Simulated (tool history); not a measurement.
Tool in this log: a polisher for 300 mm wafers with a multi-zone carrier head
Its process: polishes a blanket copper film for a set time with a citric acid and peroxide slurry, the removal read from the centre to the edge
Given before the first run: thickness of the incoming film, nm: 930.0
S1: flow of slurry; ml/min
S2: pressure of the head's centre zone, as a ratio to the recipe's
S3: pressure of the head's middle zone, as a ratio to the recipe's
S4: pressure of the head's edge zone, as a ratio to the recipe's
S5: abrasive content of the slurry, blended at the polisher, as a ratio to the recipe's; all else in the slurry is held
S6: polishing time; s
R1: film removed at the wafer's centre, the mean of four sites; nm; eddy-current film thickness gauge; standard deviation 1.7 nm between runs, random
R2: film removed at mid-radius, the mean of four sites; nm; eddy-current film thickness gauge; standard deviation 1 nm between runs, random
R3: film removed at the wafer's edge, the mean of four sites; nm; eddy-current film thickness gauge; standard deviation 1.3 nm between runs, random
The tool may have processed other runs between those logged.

run,day,S1,S2,S3,S4,S5,S6,R1,R2,R3
1,0,270,1,1,1,1,71,175.16,175.68,174.01
2,0.375,265,0.97,0.98,0.98,0.95,71,168.1,172.37,171.46
3,0.454,265,0.97,0.98,0.98,0.95,78,181.76,186.1,187.58
4,0.5,260,0.95,0.96,0.96,0.85,77,175.81,180.69,182.64
5,0.85,260,0.95,0.96,0.91,0.85,77,176.5,177.28,178.86
6,1.062,255,0.93,0.95,0.9,0.8,76,170.3,174.87,173.82
7,1.125,250,0.91,0.93,0.9,0.75,75,159.2,166.05,166.22
8,1.254,245,0.89,0.91,0.89,0.7,75,156.84,161.43,164.98
9,1.496,240,0.87,0.9,0.89,0.65,75,147.96,159.14,166.6
10,1.554,235,0.87,0.9,0.88,0.6,75,147.93,155.23,162.51
11,1.758,235,0.87,0.9,0.88,0.6,75,147.33,158.27,164.68
12,1.833,235,0.87,0.9,0.87,0.6,74,145.44,154.65,160.12

Run 13 has not been measured yet. What should we expect?
13,2.033,230,0.86,0.9,0.86,0.6,74,?,?,?

Run 13 produced R1 147.5 nm, R2 154.74 nm, R3 159.76 nm.
